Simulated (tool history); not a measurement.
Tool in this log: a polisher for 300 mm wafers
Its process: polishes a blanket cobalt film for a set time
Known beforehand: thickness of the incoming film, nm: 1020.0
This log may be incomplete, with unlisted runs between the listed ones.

| run | hour | flow of slurry (ml/min) | pressure of the wafer on the pad (psi) | speed of the pad under the wafer (cm/s) | polishing time (s) | film removed (nm) |
|---|---|---|---|---|---|---|
| 1 | 0 | 205 | 1.7 | 106 | 23 | 104.22 |
| 2 | 0.7 | 210 | 2 | 106 | 23 | 122.45 |
| 3 | 5.1 | 215 | 2.2 | 108 | 23 | 138.47 |
| 4 | 8.4 | 215 | 2.4 | 110 | 23 | 150.22 |
| 5 | 15.6 | 215 | 2.4 | 110 | 21 | 139.14 |
| 6 | 24.5 | 215 | 2.4 | 98 | 21 | 124.75 |
| 7 | 28.6 | 225 | 2.5 | 106 | 21 | 139.48 |
| 8 | 30.3 | 225 | 2.6 | 114 | 21 | 156.37 |
| 9 | 35.6 | 225 | 2.6 | 120 | 21 | 159.5 |

For run 10, what comes out?
| 10 | 44.6 | 225 | 2.6 | 120 | 21 | ? |

film removed (nm): 162.84
